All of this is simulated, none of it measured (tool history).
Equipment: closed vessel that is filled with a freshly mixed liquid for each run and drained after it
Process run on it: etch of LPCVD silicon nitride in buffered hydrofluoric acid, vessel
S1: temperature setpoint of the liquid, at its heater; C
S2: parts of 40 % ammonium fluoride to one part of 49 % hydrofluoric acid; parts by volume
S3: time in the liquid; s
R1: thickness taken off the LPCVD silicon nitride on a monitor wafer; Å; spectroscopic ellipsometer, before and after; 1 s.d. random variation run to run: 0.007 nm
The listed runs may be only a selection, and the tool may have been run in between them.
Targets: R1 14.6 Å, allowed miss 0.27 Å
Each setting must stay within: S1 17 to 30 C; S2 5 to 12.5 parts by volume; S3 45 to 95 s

run	hour	S1	S2	S3	R1
1	0	22	7.5	95	16.178
2	5.8	22	7.5	45	7.7097
3	9.6	22	7.5	45	7.6977
4	14	24.5	7	45	9.538
5	22.4	25	6.5	55	12.666
6	27.2	25	6.5	95	21.936
7	29.4	23.5	6.5	95	20.29
8	34.7	23.5	7	95	18.917
9	42.8	22	7	95	17.517
10	49.4	24	7	95	19.582
11	58.3	23	7	95	18.424
12	63.4	22	7	95	17.521
13	65.5	22	7.5	95	16.19
14	67.4	20.5	7.5	95	14.946

Which of these 4 next moves meets every target?
A	69.3	23.5	8.5	90	?
B	69.3	21	7.5	95	?
C	69.3	20.5	7	90	?
D	69.3	24	8	85	?

move	R1
A	14.554
B	15.328
C	15.215
D	15.084
A: every result within its allowed miss
B: the biggest miss grows against the last run
C: the biggest miss grows against the last run
D: the biggest miss grows against the last run
Correct choice: A, which meets every target
